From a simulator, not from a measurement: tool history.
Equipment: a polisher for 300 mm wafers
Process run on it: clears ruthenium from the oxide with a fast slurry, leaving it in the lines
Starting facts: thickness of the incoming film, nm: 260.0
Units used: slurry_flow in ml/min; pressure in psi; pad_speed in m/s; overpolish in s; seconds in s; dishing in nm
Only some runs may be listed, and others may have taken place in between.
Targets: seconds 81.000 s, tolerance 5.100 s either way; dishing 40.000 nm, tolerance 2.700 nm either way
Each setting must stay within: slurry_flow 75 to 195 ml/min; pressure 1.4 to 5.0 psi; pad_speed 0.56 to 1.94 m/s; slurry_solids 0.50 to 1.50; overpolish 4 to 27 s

run 1 hour=0.0 | slurry_flow=125 pressure=3.2 pad_speed=1.24 slurry_solids=1.00 overpolish=14 | seconds=52.032 dishing=51.173
run 2 hour=6.0 | slurry_flow=125 pressure=3.2 pad_speed=1.24 slurry_solids=1.00 overpolish=19 | seconds=51.541 dishing=62.075
run 3 hour=11.7 | slurry_flow=125 pressure=3.1 pad_speed=1.24 slurry_solids=1.00 overpolish=19 | seconds=55.562 dishing=62.545
run 4 hour=12.6 | slurry_flow=95 pressure=3.1 pad_speed=1.24 slurry_solids=1.00 overpolish=19 | seconds=57.819 dishing=60.660
run 5 hour=16.2 | slurry_flow=95 pressure=3.1 pad_speed=1.56 slurry_solids=1.00 overpolish=19 | seconds=46.332 dishing=72.259
run 6 hour=21.6 | slurry_flow=95 pressure=2.4 pad_speed=1.56 slurry_solids=1.00 overpolish=19 | seconds=61.535 dishing=59.572
run 7 hour=22.6 | slurry_flow=95 pressure=2.3 pad_speed=1.56 slurry_solids=1.00 overpolish=19 | seconds=65.435 dishing=56.671
run 8 hour=27.1 | slurry_flow=100 pressure=1.6 pad_speed=1.54 slurry_solids=1.00 overpolish=16 | seconds=88.829 dishing=37.079
run 9 hour=27.8 | slurry_flow=105 pressure=1.9 pad_speed=1.54 slurry_solids=1.00 overpolish=16 | seconds=72.524 dishing=44.352
run 10 hour=32.3 | slurry_flow=105 pressure=1.9 pad_speed=1.54 slurry_solids=1.00 overpolish=16 | seconds=75.743 dishing=43.843

Which single option among these 5 for the next run brings every result within its allowed miss of target? Just one does.
run A hour=36.8 | slurry_flow=75 pressure=1.8 pad_speed=1.54 slurry_solids=0.60 overpolish=20 | seconds=? dishing=?
run B hour=36.8 | slurry_flow=90 pressure=1.8 pad_speed=1.44 slurry_solids=0.90 overpolish=18 | seconds=? dishing=?
run C hour=36.8 | slurry_flow=115 pressure=2.3 pad_speed=1.48 slurry_solids=0.85 overpolish=17 | seconds=? dishing=?
run D hour=36.8 | slurry_flow=105 pressure=1.7 pad_speed=1.60 slurry_solids=0.90 overpolish=14 | seconds=? dishing=?
run E hour=36.8 | slurry_flow=120 pressure=1.4 pad_speed=1.76 slurry_solids=1.25 overpolish=16 | seconds=? dishing=?

move=A seconds=98.137 dishing=40.683
move=B seconds=88.087 dishing=40.778
move=C seconds=64.901 dishing=50.404
move=D seconds=80.568 dishing=35.359
move=E seconds=77.511 dishing=41.138
A: gets the furthest-off result to its target, but another result is out of tolerance
B: gets the furthest-off result to its target, but another result is out of tolerance
C: further off than the last run
D: takes the result that was furthest off past its target
E: every result within its allowed miss
Answer: E
